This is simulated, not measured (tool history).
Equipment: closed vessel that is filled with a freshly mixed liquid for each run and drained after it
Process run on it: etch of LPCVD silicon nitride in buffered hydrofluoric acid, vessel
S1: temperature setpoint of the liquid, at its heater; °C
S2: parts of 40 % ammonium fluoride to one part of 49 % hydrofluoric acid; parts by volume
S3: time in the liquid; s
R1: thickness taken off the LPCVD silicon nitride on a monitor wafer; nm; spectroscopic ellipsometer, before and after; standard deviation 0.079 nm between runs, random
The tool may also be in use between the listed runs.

| run | hour | S1 | S2 | S3 | R1 |
|---|---|---|---|---|---|
| 1 | 0 | 22 | 8.5 | 535 | 8.1429 |
| 2 | 4.6 | 22.5 | 8.5 | 535 | 8.2496 |
| 3 | 11.4 | 23 | 8.5 | 535 | 8.5498 |
| 4 | 16.6 | 23 | 6.5 | 535 | 11.236 |
| 5 | 21.3 | 23 | 5 | 535 | 14.086 |
| 6 | 30.3 | 23 | 5 | 570 | 14.983 |
| 7 | 32.4 | 22 | 5 | 570 | 14.29 |
| 8 | 33.9 | 21.5 | 5 | 570 | 13.882 |

What will run 9 give?
| 9 | 38.7 | 17.5 | 6.5 | 570 | ? |

R1: 8.8058 nm
